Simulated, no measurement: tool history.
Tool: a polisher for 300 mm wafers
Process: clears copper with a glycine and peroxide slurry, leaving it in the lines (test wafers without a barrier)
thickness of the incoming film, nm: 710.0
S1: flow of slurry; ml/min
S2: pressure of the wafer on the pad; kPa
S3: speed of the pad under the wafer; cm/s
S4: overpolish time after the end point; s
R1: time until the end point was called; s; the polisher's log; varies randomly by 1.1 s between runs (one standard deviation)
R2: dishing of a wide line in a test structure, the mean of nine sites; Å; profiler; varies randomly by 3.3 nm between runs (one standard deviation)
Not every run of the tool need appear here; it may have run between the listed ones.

run 1 hour=0 | S1=170 S2=17.9 S3=116 S4=23 | R1=137.28 R2=812.02
run 2 hour=1.5 | S1=170 S2=20 S3=116 S4=25 | R1=130.56 R2=886.7
run 3 hour=5 | S1=175 S2=21.4 S3=122 S4=27 | R1=117.05 R2=1016.1
run 4 hour=10.6 | S1=175 S2=22.8 S3=124 S4=28 | R1=114.54 R2=1053.3
run 5 hour=15 | S1=175 S2=22.8 S3=124 S4=19 | R1=111.64 R2=800.98
run 6 hour=23 | S1=175 S2=23.4 S3=128 S4=22 | R1=109.52 R2=927.65

Forecast run 7:
run 7 hour=30.1 | S1=175 S2=24.1 S3=132 S4=24 | R1=? R2=?

Logged for run 7: R1 103.56 s, R2 1017.4 Å.
